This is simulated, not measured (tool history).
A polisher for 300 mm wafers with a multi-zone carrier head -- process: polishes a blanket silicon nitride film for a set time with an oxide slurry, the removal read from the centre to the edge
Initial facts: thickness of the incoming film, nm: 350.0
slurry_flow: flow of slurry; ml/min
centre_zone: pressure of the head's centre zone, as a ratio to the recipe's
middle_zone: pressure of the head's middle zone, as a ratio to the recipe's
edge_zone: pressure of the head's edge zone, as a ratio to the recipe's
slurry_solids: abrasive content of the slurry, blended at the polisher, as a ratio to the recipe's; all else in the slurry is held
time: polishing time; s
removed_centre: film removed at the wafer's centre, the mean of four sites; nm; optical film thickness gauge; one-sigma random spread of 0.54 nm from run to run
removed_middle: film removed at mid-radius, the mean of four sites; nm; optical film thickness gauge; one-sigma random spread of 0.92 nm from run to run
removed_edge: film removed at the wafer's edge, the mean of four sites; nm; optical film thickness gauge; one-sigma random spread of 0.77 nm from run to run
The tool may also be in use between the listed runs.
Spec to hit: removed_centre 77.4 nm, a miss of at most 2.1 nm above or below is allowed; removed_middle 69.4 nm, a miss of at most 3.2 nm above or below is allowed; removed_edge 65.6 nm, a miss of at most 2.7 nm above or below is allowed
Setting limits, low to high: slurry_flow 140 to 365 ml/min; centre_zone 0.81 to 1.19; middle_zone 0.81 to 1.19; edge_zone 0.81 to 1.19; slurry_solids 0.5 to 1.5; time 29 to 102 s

| run | hour | slurry_flow | centre_zone | middle_zone | edge_zone | slurry_solids | time | removed_centre | removed_middle | removed_edge |
|---|---|---|---|---|---|---|---|---|---|---|
| 1 | 0 | 235 | 1 | 1 | 1 | 1 | 65 | 57.768 | 64.096 | 62.324 |
| 2 | 6.8 | 245 | 1.03 | 1 | 1 | 1 | 65 | 59.862 | 63.451 | 63.052 |
| 3 | 13 | 245 | 1.03 | 1 | 1.08 | 1 | 65 | 59.132 | 62.781 | 64.556 |
| 4 | 19.2 | 245 | 1.03 | 1 | 1.08 | 1.1 | 65 | 62.313 | 65.504 | 68.354 |
| 5 | 27.9 | 220 | 1.03 | 1 | 1.08 | 1.1 | 65 | 61.496 | 64.495 | 67.98 |
| 6 | 36.5 | 230 | 1.05 | 1 | 1.06 | 1.1 | 65 | 62.642 | 63.818 | 65.939 |
| 7 | 42.9 | 230 | 1.05 | 1 | 1.06 | 1.1 | 65 | 62.307 | 65.453 | 66.546 |
| 8 | 45.7 | 240 | 1.07 | 0.99 | 1.04 | 1.1 | 65 | 63.781 | 67.076 | 66.869 |
| 9 | 51.1 | 225 | 1.09 | 0.97 | 1.01 | 1.1 | 66 | 65.441 | 65.14 | 65.556 |
| 10 | 59.7 | 230 | 1.1 | 0.96 | 0.99 | 1.1 | 66 | 65.688 | 62.136 | 65.579 |
| 11 | 62 | 285 | 1.19 | 1.06 | 0.89 | 1.25 | 66 | 76.994 | 76.012 | 66.928 |
| 12 | 70.2 | 285 | 1.19 | 1.05 | 0.88 | 1.25 | 66 | 75.908 | 74.187 | 67.894 |

4 next moves are on the table. One of them brings every result within its allowed miss. Which?
| A | 78.4 | 320 | 1.19 | 0.98 | 0.85 | 1.4 | 63 | ? | ? | ? |
| B | 78.4 | 275 | 1.18 | 1.06 | 0.83 | 1.3 | 67 | ? | ? | ? |
| C | 78.4 | 300 | 1.15 | 1.07 | 0.81 | 1.2 | 69 | ? | ? | ? |
| D | 78.4 | 250 | 1.12 | 0.83 | 0.86 | 1.25 | 73 | ? | ? | ? |

| move | removed_centre | removed_middle | removed_edge |
|---|---|---|---|
| A | 77.442 | 70.089 | 66.03 |
| B | 78.36 | 76.333 | 66.856 |
| C | 77.493 | 77.768 | 66.696 |
| D | 79.281 | 66.45 | 72.578 |
A: meets every target
B: moves away from the targets compared with the last run
C: moves away from the targets compared with the last run
D: brings the result that was furthest off to its target, and leaves another outside
Go with A: it meets all targets.
